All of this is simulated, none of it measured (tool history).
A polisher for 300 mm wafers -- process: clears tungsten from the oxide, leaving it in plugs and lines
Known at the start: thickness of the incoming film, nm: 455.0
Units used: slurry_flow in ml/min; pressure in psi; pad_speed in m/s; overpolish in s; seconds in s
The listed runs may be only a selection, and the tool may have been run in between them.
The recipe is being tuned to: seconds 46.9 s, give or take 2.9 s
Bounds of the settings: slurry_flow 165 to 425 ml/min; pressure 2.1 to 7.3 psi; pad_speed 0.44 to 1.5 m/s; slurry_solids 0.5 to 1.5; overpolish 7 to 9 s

{"run": 1, "hour": 0.0, "slurry_flow": 275, "pressure": 4.7, "pad_speed": 0.96, "slurry_solids": 1, "overpolish": 9, "seconds": 69.846}
{"run": 2, "hour": 5.3, "slurry_flow": 275, "pressure": 5, "pad_speed": 0.96, "slurry_solids": 1, "overpolish": 9, "seconds": 66.147}
{"run": 3, "hour": 7.5, "slurry_flow": 275, "pressure": 4.1, "pad_speed": 0.96, "slurry_solids": 1, "overpolish": 9, "seconds": 80.421}
{"run": 4, "hour": 10.3, "slurry_flow": 275, "pressure": 4.1, "pad_speed": 1.1, "slurry_solids": 1, "overpolish": 9, "seconds": 69.856}
{"run": 5, "hour": 14.9, "slurry_flow": 275, "pressure": 4.1, "pad_speed": 1.1, "slurry_solids": 1, "overpolish": 9, "seconds": 70.801}
{"run": 6, "hour": 18.3, "slurry_flow": 275, "pressure": 4.1, "pad_speed": 1.1, "slurry_solids": 1, "overpolish": 9, "seconds": 71.49}
{"run": 7, "hour": 24.6, "slurry_flow": 275, "pressure": 4.4, "pad_speed": 1.1, "slurry_solids": 1, "overpolish": 9, "seconds": 67.08}
{"run": 8, "hour": 31.8, "slurry_flow": 275, "pressure": 4.6, "pad_speed": 1.1, "slurry_solids": 1, "overpolish": 9, "seconds": 66.45}
{"run": 9, "hour": 36.0, "slurry_flow": 275, "pressure": 4.9, "pad_speed": 1.12, "slurry_solids": 1, "overpolish": 9, "seconds": 58.146}

Of the 5 settings listed for the next run, only one would bring every result within its allowed miss of target. Which one?
{"run": "A", "hour": 40.2, "slurry_flow": 215, "pressure": 5.7, "pad_speed": 1.42, "slurry_solids": 1.2, "overpolish": 9, "seconds": "?"}
{"run": "B", "hour": 40.2, "slurry_flow": 250, "pressure": 5, "pad_speed": 1.24, "slurry_solids": 0.9, "overpolish": 7, "seconds": "?"}
{"run": "C", "hour": 40.2, "slurry_flow": 225, "pressure": 5.8, "pad_speed": 1.28, "slurry_solids": 0.75, "overpolish": 7, "seconds": "?"}
{"run": "D", "hour": 40.2, "slurry_flow": 275, "pressure": 5.4, "pad_speed": 1.04, "slurry_solids": 1.05, "overpolish": 7, "seconds": "?"}
{"run": "E", "hour": 40.2, "slurry_flow": 255, "pressure": 5.5, "pad_speed": 1.12, "slurry_solids": 1.25, "overpolish": 9, "seconds": "?"}

move=A seconds=42.144
move=B seconds=54.977
move=C seconds=48.079
move=D seconds=57.159
move=E seconds=51.856
A: moves the result that the last run missed by most past its target, out the other side
B: an improvement on the last run, though not all results are within tolerance
C: in spec on every target
D: an improvement on the last run, though not all results are within tolerance
E: an improvement on the last run, though not all results are within tolerance
Move C is the one to make.
